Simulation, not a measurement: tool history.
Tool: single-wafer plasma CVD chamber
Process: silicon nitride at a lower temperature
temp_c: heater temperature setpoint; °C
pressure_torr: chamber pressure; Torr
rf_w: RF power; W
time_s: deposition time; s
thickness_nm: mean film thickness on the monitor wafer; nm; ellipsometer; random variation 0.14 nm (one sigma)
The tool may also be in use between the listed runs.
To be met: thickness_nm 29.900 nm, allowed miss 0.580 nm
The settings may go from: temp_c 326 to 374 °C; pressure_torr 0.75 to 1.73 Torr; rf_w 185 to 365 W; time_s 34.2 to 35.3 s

run,hour,temp_c,pressure_torr,rf_w,time_s,thickness_nm
1,0.0,350,1.24,275,34.2,33.976
2,2.0,350,1.17,270,34.2,32.789
3,7.4,350,1.26,270,34.2,33.701
4,14.6,350,1.20,270,34.2,33.018
5,21.4,341,1.20,270,34.2,33.228
6,28.4,341,1.15,270,34.2,33.001
7,31.2,341,1.10,270,34.2,32.453
8,39.2,341,1.06,270,34.2,32.006
9,46.0,341,1.03,270,34.2,31.798
10,51.7,341,1.00,270,34.2,31.573
11,60.2,341,0.80,265,34.2,29.316

Which of these 4 next moves meets every target?
A,68.7,333,0.89,240,34.2,?
B,68.7,338,0.77,270,34.9,?
C,68.7,340,0.75,270,34.3,?
D,68.7,341,0.81,250,34.2,?

move,thickness_nm
A,28.661
B,29.964
C,29.189
D,28.438
A: further off than the last run
B: meets every target
C: further off than the last run
D: further off than the last run
Answer: B
